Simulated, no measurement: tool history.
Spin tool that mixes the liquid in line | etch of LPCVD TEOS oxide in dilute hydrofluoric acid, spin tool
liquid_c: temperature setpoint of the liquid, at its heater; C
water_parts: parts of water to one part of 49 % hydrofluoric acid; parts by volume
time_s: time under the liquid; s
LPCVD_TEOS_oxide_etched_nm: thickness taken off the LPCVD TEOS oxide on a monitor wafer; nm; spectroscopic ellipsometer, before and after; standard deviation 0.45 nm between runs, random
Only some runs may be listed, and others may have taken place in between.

run 1 hour=0 | liquid_c=22 water_parts=180 time_s=185 | LPCVD_TEOS_oxide_etched_nm=49.801
run 2 hour=6.6 | liquid_c=19.5 water_parts=180 time_s=185 | LPCVD_TEOS_oxide_etched_nm=45.136
run 3 hour=10.5 | liquid_c=19.5 water_parts=205 time_s=185 | LPCVD_TEOS_oxide_etched_nm=38.475
run 4 hour=12.9 | liquid_c=21.5 water_parts=195 time_s=185 | LPCVD_TEOS_oxide_etched_nm=44.19
run 5 hour=18.6 | liquid_c=23 water_parts=185 time_s=185 | LPCVD_TEOS_oxide_etched_nm=49.641
run 6 hour=27.1 | liquid_c=24 water_parts=175 time_s=185 | LPCVD_TEOS_oxide_etched_nm=55.954
run 7 hour=32 | liquid_c=25 water_parts=170 time_s=185 | LPCVD_TEOS_oxide_etched_nm=59.069
run 8 hour=39.8 | liquid_c=26 water_parts=165 time_s=185 | LPCVD_TEOS_oxide_etched_nm=63.701
run 9 hour=48.6 | liquid_c=26.5 water_parts=160 time_s=185 | LPCVD_TEOS_oxide_etched_nm=67.818
-- hour=55 hydrofluoric acid flow meter replaced
run 10 hour=55 | liquid_c=27 water_parts=160 time_s=185 | LPCVD_TEOS_oxide_etched_nm=61.075
run 11 hour=57 | liquid_c=27.5 water_parts=150 time_s=185 | LPCVD_TEOS_oxide_etched_nm=65.522

Estimate the outcome of run 12 from the log above:
run 12 hour=62.3 | liquid_c=28 water_parts=140 time_s=185 | LPCVD_TEOS_oxide_etched_nm=?

For run 12 the tool returned LPCVD_TEOS_oxide_etched_nm 73.105 nm.
